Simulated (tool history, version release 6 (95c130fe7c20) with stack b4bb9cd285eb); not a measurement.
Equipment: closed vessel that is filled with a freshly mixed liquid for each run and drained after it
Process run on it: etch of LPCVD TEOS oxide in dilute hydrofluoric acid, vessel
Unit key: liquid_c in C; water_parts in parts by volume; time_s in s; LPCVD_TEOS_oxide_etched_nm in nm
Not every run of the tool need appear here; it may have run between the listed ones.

{"run": 1, "hour": 0.0, "liquid_c": 20, "water_parts": 215, "time_s": 30, "LPCVD_TEOS_oxide_etched_nm": 5.666}
{"run": 2, "hour": 7.5, "liquid_c": 20, "water_parts": 135, "time_s": 30, "LPCVD_TEOS_oxide_etched_nm": 9.7435}
{"run": 3, "hour": 8.8, "liquid_c": 20, "water_parts": 135, "time_s": 30, "LPCVD_TEOS_oxide_etched_nm": 9.7577}
{"run": 4, "hour": 9.6, "liquid_c": 22.5, "water_parts": 135, "time_s": 30, "LPCVD_TEOS_oxide_etched_nm": 10.782}
{"run": 5, "hour": 16.0, "liquid_c": 21, "water_parts": 135, "time_s": 30, "LPCVD_TEOS_oxide_etched_nm": 10.178}
{"run": 6, "hour": 24.9, "liquid_c": 21, "water_parts": 135, "time_s": 30, "LPCVD_TEOS_oxide_etched_nm": 10.118}
{"run": 7, "hour": 26.0, "liquid_c": 20.5, "water_parts": 160, "time_s": 30, "LPCVD_TEOS_oxide_etched_nm": 8.1307}
{"run": 8, "hour": 28.5, "liquid_c": 20, "water_parts": 175, "time_s": 30, "LPCVD_TEOS_oxide_etched_nm": 7.2019}
{"run": 9, "hour": 35.0, "liquid_c": 19.5, "water_parts": 190, "time_s": 30, "LPCVD_TEOS_oxide_etched_nm": 6.3958}

For run 10, what comes out?
{"run": 10, "hour": 37.3, "liquid_c": 19, "water_parts": 200, "time_s": 30, "LPCVD_TEOS_oxide_etched_nm": "?"}

LPCVD_TEOS_oxide_etched_nm: 5.9495 nm

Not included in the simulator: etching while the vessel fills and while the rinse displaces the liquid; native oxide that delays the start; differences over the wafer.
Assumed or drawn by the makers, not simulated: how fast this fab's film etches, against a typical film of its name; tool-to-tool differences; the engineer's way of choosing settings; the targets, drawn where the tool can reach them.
